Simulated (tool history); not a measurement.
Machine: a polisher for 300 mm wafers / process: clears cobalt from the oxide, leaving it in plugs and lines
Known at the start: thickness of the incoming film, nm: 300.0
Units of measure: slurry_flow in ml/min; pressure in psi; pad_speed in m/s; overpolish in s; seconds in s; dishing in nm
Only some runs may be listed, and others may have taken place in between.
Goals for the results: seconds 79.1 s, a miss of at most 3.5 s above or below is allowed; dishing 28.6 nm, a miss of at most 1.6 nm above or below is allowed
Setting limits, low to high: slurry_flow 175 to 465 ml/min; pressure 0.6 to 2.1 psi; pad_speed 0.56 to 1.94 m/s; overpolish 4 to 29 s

{"run": 1, "hour": 0.0, "slurry_flow": 295, "pressure": 1.3, "pad_speed": 1.24, "overpolish": 15, "seconds": 65.129, "dishing": 38.087}
{"run": 2, "hour": 2.1, "slurry_flow": 295, "pressure": 1.3, "pad_speed": 1.02, "overpolish": 15, "seconds": 78.783, "dishing": 33.467}
{"run": 3, "hour": 10.9, "slurry_flow": 295, "pressure": 1.3, "pad_speed": 1.26, "overpolish": 15, "seconds": 65.354, "dishing": 37.275}
{"run": 4, "hour": 18.5, "slurry_flow": 230, "pressure": 1.3, "pad_speed": 1.26, "overpolish": 15, "seconds": 65.556, "dishing": 36.918}
{"run": 5, "hour": 25.7, "slurry_flow": 230, "pressure": 1.2, "pad_speed": 1.26, "overpolish": 13, "seconds": 69.495, "dishing": 33.025}
{"run": 6, "hour": 26.8, "slurry_flow": 260, "pressure": 1.2, "pad_speed": 1.26, "overpolish": 13, "seconds": 71.802, "dishing": 33.247}
{"run": 7, "hour": 34.4, "slurry_flow": 260, "pressure": 1.2, "pad_speed": 1.26, "overpolish": 12, "seconds": 71.209, "dishing": 32.672}
{"run": 8, "hour": 40.0, "slurry_flow": 260, "pressure": 1.2, "pad_speed": 1.26, "overpolish": 11, "seconds": 69.482, "dishing": 31.209}

Which one of the following 5 next-run settings gets every result inside its allowed miss? There is exactly one.
{"run": "A", "hour": 45.6, "slurry_flow": 210, "pressure": 1.5, "pad_speed": 0.92, "overpolish": 11, "seconds": "?", "dishing": "?"}
{"run": "B", "hour": 45.6, "slurry_flow": 255, "pressure": 1, "pad_speed": 1.44, "overpolish": 10, "seconds": "?", "dishing": "?"}
{"run": "C", "hour": 45.6, "slurry_flow": 255, "pressure": 1, "pad_speed": 1.4, "overpolish": 15, "seconds": "?", "dishing": "?"}
{"run": "D", "hour": 45.6, "slurry_flow": 280, "pressure": 1.5, "pad_speed": 1.02, "overpolish": 10, "seconds": "?", "dishing": "?"}
{"run": "E", "hour": 45.6, "slurry_flow": 320, "pressure": 1.2, "pad_speed": 1.2, "overpolish": 17, "seconds": "?", "dishing": "?"}

move=A seconds=79.176 dishing=29.624
move=B seconds=74.442 dishing=28.997
move=C seconds=76.512 dishing=35.938
move=D seconds=69.574 dishing=30.223
move=E seconds=72.918 dishing=38.949
A: every result lands within tolerance
B: nearer the targets than the last run, but a result is still out of spec
C: brings the last run's worst result on target, with another outside its allowed miss
D: about as far from the targets as the last run
E: lands further from the targets than the last run did
The right move is A.
